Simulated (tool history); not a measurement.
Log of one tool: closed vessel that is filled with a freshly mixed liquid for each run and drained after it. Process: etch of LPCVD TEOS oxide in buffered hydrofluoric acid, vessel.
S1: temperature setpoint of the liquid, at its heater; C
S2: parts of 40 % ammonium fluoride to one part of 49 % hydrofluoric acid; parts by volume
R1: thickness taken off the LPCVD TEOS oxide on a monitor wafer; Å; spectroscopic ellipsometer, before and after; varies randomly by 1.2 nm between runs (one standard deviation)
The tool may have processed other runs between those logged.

Run 1, hour 0.0: S1 25.0 C, S2 18.5 parts by volume, time in the liquid (s) 35. Result: R1 937.00 Å.
Run 2, hour 2.5: S1 26.5 C, S2 18.5 parts by volume, time in the liquid (s) 35. Result: R1 998.89 Å.
Run 3, hour 4.4: S1 26.5 C, S2 18.5 parts by volume, time in the liquid (s) 30. Result: R1 861.67 Å.
Run 4, hour 7.4: S1 28.0 C, S2 17.0 parts by volume, time in the liquid (s) 30. Result: R1 1004.40 Å.
Run 5, hour 8.6: S1 25.0 C, S2 17.0 parts by volume, time in the liquid (s) 30. Result: R1 860.83 Å.
Run 6, hour 9.3: S1 27.0 C, S2 16.5 parts by volume, time in the liquid (s) 30. Result: R1 1015.50 Å.

The next listed run, before its measurement:
Run 7, hour 18.1: S1 28.5 C, S2 16.5 parts by volume, time in the liquid (s) 30. Result: R1 ?.

{"run 7": {"R1": 1090.0}}
